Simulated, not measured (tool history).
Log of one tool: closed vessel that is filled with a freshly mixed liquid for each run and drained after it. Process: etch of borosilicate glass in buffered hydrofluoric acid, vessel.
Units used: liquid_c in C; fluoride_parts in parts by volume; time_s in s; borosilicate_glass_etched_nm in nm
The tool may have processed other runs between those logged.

run  hour  liquid_c  fluoride_parts  time_s  borosilicate_glass_etched_nm
  1   0.0      22.0            18.5      30                        18.622
  2   6.1      22.0            23.0      30                        16.162
  3  12.8      22.0            18.5      30                        18.722
  4  20.7      24.0            17.0      30                        22.792
  5  28.9      24.0            17.0      30                        22.758
  6  36.3      24.0            19.0      30                        20.507

Estimate the outcome of run 7 from the log above:
  7  44.0      25.5            18.0      30                             ?

Run 7 measured borosilicate_glass_etched_nm 23.467 nm.

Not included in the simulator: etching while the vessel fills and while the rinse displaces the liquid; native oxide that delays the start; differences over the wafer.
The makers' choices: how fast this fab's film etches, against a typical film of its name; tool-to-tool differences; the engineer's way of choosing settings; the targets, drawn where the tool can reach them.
